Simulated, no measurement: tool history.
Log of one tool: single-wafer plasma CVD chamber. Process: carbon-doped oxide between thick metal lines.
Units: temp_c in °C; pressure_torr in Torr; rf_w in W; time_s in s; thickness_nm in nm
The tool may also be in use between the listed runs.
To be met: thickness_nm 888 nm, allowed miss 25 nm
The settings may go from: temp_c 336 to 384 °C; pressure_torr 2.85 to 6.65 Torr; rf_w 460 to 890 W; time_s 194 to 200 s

run	day	temp_c	pressure_torr	rf_w	time_s	thickness_nm
1	0	360	4.75	675	194	1115.9
2	0.254	360	4.75	770	194	1206.1
3	0.321	362	4.53	715	194	1137.9
4	0.675	364	4.33	670	194	1078.9
5	0.921	365	4.14	640	194	1045.3
6	1.112	366	3.99	615	194	1011.9
7	1.254	371	3.22	505	194	852.71
8	1.375	371	3.29	510	194	860.58
# day 1.554: capacitance manometer re-zeroed and calibrated
9	1.554	371	3.34	510	194	858.45

4 next moves are on the table. One of them brings every result within its allowed miss. Which?
A	1.733	371	2.96	490	194	?
B	1.733	363	2.85	465	200	?
C	1.733	374	3.11	485	194	?
D	1.733	372	3.62	505	200	?

move	thickness_nm
A	822.29
B	825.29
C	815.51
D	881.62
A: further off than the last run
B: further off than the last run
C: further off than the last run
D: meets every target
Answer: D
